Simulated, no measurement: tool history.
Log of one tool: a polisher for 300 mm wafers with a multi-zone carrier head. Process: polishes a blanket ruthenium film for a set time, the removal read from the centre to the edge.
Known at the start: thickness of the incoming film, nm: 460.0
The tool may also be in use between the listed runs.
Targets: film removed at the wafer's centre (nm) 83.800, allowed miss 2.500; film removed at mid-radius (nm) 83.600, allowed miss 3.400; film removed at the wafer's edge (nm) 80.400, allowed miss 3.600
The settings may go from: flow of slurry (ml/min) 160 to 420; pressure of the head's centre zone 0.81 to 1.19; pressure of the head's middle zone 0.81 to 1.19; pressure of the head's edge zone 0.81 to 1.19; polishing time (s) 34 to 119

| run | hour | flow of slurry (ml/min) | pressure of the head's centre zone | pressure of the head's middle zone | pressure of the head's edge zone | polishing time (s) | film removed at the wafer's centre (nm) | film removed at mid-radius (nm) | film removed at the wafer's edge (nm) |
|---|---|---|---|---|---|---|---|---|---|
| 1 | 0.0 | 270 | 1.00 | 1.00 | 1.00 | 76 | 97.251 | 94.907 | 95.110 |
| 2 | 6.2 | 270 | 1.00 | 1.00 | 0.96 | 76 | 97.338 | 94.100 | 93.275 |
| 3 | 12.2 | 270 | 1.00 | 1.00 | 0.92 | 76 | 96.650 | 95.015 | 92.523 |
| 4 | 15.6 | 270 | 1.00 | 1.00 | 0.92 | 58 | 73.984 | 71.923 | 68.974 |
| 5 | 22.3 | 275 | 1.01 | 1.02 | 0.96 | 60 | 78.481 | 77.553 | 73.128 |
| 6 | 25.0 | 285 | 1.01 | 1.02 | 0.99 | 61 | 79.010 | 76.557 | 77.024 |
| 7 | 28.9 | 290 | 1.02 | 1.04 | 0.99 | 61 | 79.199 | 78.561 | 78.257 |
| 8 | 36.7 | 290 | 1.02 | 1.04 | 0.99 | 61 | 80.747 | 78.188 | 74.460 |
| 9 | 44.2 | 290 | 1.01 | 1.05 | 1.00 | 62 | 80.691 | 80.248 | 79.818 |

4 next moves are on the table. One of them brings every result within its allowed miss. Which?
| A | 51.7 | 210 | 1.06 | 1.02 | 1.06 | 62 | ? | ? | ? |
| B | 51.7 | 335 | 0.97 | 0.95 | 1.11 | 61 | ? | ? | ? |
| C | 51.7 | 290 | 1.04 | 1.02 | 1.18 | 61 | ? | ? | ? |
| D | 51.7 | 245 | 1.02 | 1.06 | 1.00 | 64 | ? | ? | ? |

| move | film removed at the wafer's centre (nm) | film removed at mid-radius (nm) | film removed at the wafer's edge (nm) |
|---|---|---|---|
| A | 83.033 | 76.132 | 80.869 |
| B | 77.334 | 73.522 | 83.436 |
| C | 82.139 | 76.581 | 85.391 |
| D | 83.466 | 81.704 | 81.786 |
A: brings the result that was furthest off to its target, and leaves another outside
B: further off than the last run
C: brings the result that was furthest off to its target, and leaves another outside
D: meets every target
The right move is D.
